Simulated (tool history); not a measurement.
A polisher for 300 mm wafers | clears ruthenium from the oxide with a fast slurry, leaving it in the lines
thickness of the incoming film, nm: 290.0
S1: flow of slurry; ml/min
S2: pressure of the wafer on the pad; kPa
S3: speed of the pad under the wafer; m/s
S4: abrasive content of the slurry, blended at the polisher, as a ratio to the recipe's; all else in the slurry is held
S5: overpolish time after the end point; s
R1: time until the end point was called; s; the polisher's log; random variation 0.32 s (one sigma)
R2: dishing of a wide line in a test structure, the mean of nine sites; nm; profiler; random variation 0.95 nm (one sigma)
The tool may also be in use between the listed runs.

run	hour	S1	S2	S3	S4	S5	R1	R2
1	0	240	23.4	1.1	1	10	59.843	31.454
2	7.6	240	19.3	1.1	1	10	68.479	29.388
3	10.7	240	22.8	1.1	1	10	61.87	33.355
4	18.2	240	22.8	0.86	1	10	78.709	26.311
5	27	295	22.8	0.86	1	10	76.551	27.927
6	35.8	295	22.8	0.86	0.85	10	80.856	25.658

Run 7 comes next. What will it give?
7	39.2	300	26.9	0.96	0.85	10	?	?

{"run 7": {"R1": 65.93, "R2": 30.932}}
